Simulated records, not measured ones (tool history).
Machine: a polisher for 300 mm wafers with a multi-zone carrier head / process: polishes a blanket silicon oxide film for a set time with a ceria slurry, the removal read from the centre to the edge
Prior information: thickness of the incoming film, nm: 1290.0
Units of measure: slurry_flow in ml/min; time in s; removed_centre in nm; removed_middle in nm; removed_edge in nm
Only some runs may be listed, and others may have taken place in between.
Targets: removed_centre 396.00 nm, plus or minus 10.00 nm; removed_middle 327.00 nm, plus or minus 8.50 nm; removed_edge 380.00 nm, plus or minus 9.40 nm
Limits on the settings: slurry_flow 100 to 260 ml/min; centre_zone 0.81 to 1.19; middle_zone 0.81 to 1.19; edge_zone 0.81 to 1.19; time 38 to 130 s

Run 1, hour 0.0: slurry_flow 165 ml/min, centre_zone 1.00, middle_zone 1.00, edge_zone 1.00, time 84 s. Result: removed_centre 467.92 nm, removed_middle 465.31 nm, removed_edge 461.36 nm.
Run 2, hour 9.0: slurry_flow 165 ml/min, centre_zone 1.00, middle_zone 0.95, edge_zone 1.00, time 84 s. Result: removed_centre 469.03 nm, removed_middle 444.37 nm, removed_edge 461.84 nm.
Run 3, hour 14.5: slurry_flow 150 ml/min, centre_zone 1.00, middle_zone 0.91, edge_zone 0.98, time 81 s. Result: removed_centre 445.02 nm, removed_middle 408.83 nm, removed_edge 443.03 nm.
Run 4, hour 21.1: slurry_flow 145 ml/min, centre_zone 1.01, middle_zone 0.89, edge_zone 0.96, time 79 s. Result: removed_centre 438.03 nm, removed_middle 387.63 nm, removed_edge 421.03 nm.
Run 5, hour 29.3: slurry_flow 135 ml/min, centre_zone 1.01, middle_zone 0.87, edge_zone 0.95, time 78 s. Result: removed_centre 427.14 nm, removed_middle 370.50 nm, removed_edge 412.41 nm.
Run 6, hour 32.8: slurry_flow 135 ml/min, centre_zone 1.01, middle_zone 0.87, edge_zone 1.02, time 78 s. Result: removed_centre 423.15 nm, removed_middle 374.74 nm, removed_edge 422.01 nm.
Run 7, hour 38.4: slurry_flow 105 ml/min, centre_zone 1.01, middle_zone 0.81, edge_zone 0.92, time 73 s. Result: removed_centre 377.51 nm, removed_middle 313.91 nm, removed_edge 370.82 nm.
Run 8, hour 46.1: slurry_flow 110 ml/min, centre_zone 1.01, middle_zone 0.81, edge_zone 0.92, time 73 s. Result: removed_centre 379.69 nm, removed_middle 315.99 nm, removed_edge 369.77 nm.
Run 9, hour 52.7: slurry_flow 110 ml/min, centre_zone 1.01, middle_zone 0.81, edge_zone 0.92, time 73 s. Result: removed_centre 380.56 nm, removed_middle 315.92 nm, removed_edge 367.52 nm.

Pick the move, out of 5, that brings all results within their allowed miss; only one does.
Run A, hour 59.3: slurry_flow 115 ml/min, centre_zone 1.04, middle_zone 0.83, edge_zone 0.97, time 73 s. Result: removed_centre ?, removed_middle ?, removed_edge ?.
Run B, hour 59.3: slurry_flow 115 ml/min, centre_zone 0.98, middle_zone 0.85, edge_zone 0.98, time 69 s. Result: removed_centre ?, removed_middle ?, removed_edge ?.
Run C, hour 59.3: slurry_flow 110 ml/min, centre_zone 1.12, middle_zone 0.86, edge_zone 0.87, time 71 s. Result: removed_centre ?, removed_middle ?, removed_edge ?.
Run D, hour 59.3: slurry_flow 105 ml/min, centre_zone 0.96, middle_zone 0.83, edge_zone 0.90, time 81 s. Result: removed_centre ?, removed_middle ?, removed_edge ?.
Run E, hour 59.3: slurry_flow 110 ml/min, centre_zone 1.09, middle_zone 0.89, edge_zone 0.96, time 70 s. Result: removed_centre ?, removed_middle ?, removed_edge ?.

move  removed_centre  removed_middle  removed_edge
   A          394.13          324.67        380.68
   B          350.93          313.03        361.23
   C          409.31          322.40        352.63
   D          395.76          354.45        405.28
   E          392.75          327.00        361.17
A: every result lands within tolerance
B: misses by more than the last run did
C: carries the result that was furthest off beyond its target, to the other side
D: the furthest-off result lands on target, but another misses its tolerance
E: the furthest-off result lands on target, but another misses its tolerance
Go with A: it meets all targets.
